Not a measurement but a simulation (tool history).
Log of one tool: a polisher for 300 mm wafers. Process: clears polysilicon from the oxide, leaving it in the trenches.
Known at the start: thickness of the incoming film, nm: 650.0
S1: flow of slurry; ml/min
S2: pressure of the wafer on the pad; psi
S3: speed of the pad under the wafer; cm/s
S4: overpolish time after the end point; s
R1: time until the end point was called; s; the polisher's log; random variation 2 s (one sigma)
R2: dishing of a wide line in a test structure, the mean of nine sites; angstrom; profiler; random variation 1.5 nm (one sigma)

run    day   S1   S2   S3  S4       R1      R2
  1  0.000  150  1.9  104  24   68.025  788.05
  2  0.242  145  1.7   96  23   81.933  746.68
  3  0.388  145  1.7  110  23   71.649  754.30
  4  0.517  140  1.5  100  22   89.458  725.82
  5  0.862  140  1.5   90  22   99.640  669.73
  6  0.908  115  1.5   90  22  103.880  643.09
  7  0.979  115  1.4   86  24  115.100  690.24
  8  1.208  110  1.3   84  24  127.940  622.38
  9  1.500  110  1.2   82  25  139.930  608.44
 10  1.842  110  1.1   82  27  150.580  617.63
 11  1.954  110  1.1   82  28  151.870  623.50

Forecast run 12:
 12  2.125  105  0.9  74  29   ?   ?

R1: 208.390 s
R2: 565.96 angstrom
